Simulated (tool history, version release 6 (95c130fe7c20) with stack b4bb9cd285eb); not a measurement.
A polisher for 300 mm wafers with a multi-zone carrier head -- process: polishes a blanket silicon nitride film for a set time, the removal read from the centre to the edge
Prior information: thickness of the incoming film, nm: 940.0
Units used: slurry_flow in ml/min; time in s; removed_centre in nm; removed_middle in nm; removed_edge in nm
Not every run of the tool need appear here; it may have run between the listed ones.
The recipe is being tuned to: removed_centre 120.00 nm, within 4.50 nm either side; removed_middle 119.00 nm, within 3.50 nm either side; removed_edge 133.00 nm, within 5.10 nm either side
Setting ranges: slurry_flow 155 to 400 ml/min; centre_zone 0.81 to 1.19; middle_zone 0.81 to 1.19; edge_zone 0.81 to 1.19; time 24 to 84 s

run	hour	slurry_flow	centre_zone	middle_zone	edge_zone	time	removed_centre	removed_middle	removed_edge
1	0.0	255	1.00	1.00	1.00	54	104.98	105.07	102.90
2	5.1	255	1.00	0.99	1.02	55	109.21	107.77	106.12
3	12.6	255	0.99	0.98	1.04	56	110.00	109.61	106.73
4	20.6	245	0.97	0.96	1.02	58	107.18	109.06	107.81
5	23.6	245	0.97	0.92	1.02	58	107.61	105.63	109.03
6	24.2	245	0.97	0.99	1.02	58	109.15	112.02	109.89
7	29.3	240	0.96	0.97	1.04	59	108.44	113.39	111.52
8	36.6	240	0.96	0.95	1.06	60	110.53	111.44	116.82
9	43.8	245	0.96	0.95	1.07	60	110.82	110.85	116.33
10	44.6	245	0.96	0.95	1.07	60	112.00	114.46	115.89
11	49.5	240	0.96	0.94	1.08	61	112.74	112.10	117.24
12	52.7	245	0.96	0.94	1.09	61	115.03	112.67	117.52

Which of these 4 next moves meets every target?
A	55.9	190	0.86	0.86	1.18	76	?	?	?
B	55.9	165	0.91	0.93	1.05	73	?	?	?
C	55.9	300	0.94	0.96	1.03	62	?	?	?
D	55.9	280	0.88	0.85	1.04	69	?	?	?

move	removed_centre	removed_middle	removed_edge
A	122.73	126.14	151.36
B	121.04	125.79	134.18
C	117.44	119.97	120.60
D	121.23	119.83	134.30
A: moves the result that the last run missed by most past its target, out the other side
B: puts the biggest miss on target and leaves a different result outside tolerance
C: moves toward the targets from the last run without getting all of them in spec
D: each result inside its tolerance
Correct choice: D, which meets every target
